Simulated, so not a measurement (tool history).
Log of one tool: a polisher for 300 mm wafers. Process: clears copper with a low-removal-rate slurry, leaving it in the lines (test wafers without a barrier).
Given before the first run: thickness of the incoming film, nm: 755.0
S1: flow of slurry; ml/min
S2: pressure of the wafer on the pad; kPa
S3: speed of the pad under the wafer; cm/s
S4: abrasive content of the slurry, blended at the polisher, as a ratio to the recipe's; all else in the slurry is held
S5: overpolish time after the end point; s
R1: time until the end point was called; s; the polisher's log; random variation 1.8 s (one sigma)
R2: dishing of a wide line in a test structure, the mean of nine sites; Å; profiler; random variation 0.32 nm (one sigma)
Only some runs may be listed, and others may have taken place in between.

run 1 hour=0 | S1=140 S2=24.1 S3=138 S4=1 S5=9 | R1=151.37 R2=315.1
run 2 hour=7.3 | S1=165 S2=24.1 S3=138 S4=1 S5=9 | R1=146.61 R2=321.81
run 3 hour=15.5 | S1=160 S2=22.8 S3=138 S4=1 S5=8 | R1=157.48 R2=274.8
run 4 hour=20.4 | S1=155 S2=21.4 S3=138 S4=1 S5=7 | R1=168.1 R2=236.99
run 5 hour=26.1 | S1=125 S2=21.4 S3=138 S4=1 S5=7 | R1=174.34 R2=220.09
run 6 hour=32.6 | S1=125 S2=21.4 S3=124 S4=1 S5=7 | R1=193.19 R2=205.14
run 7 hour=33.9 | S1=125 S2=20.7 S3=124 S4=1 S5=7 | R1=193.45 R2=198.04

Estimate the outcome of run 8 from the log above:
run 8 hour=42.1 | S1=125 S2=20 S3=124 S4=1 S5=7 | R1=? R2=?

Run 8 yielded R1 200.82 s, R2 202.63 Å.
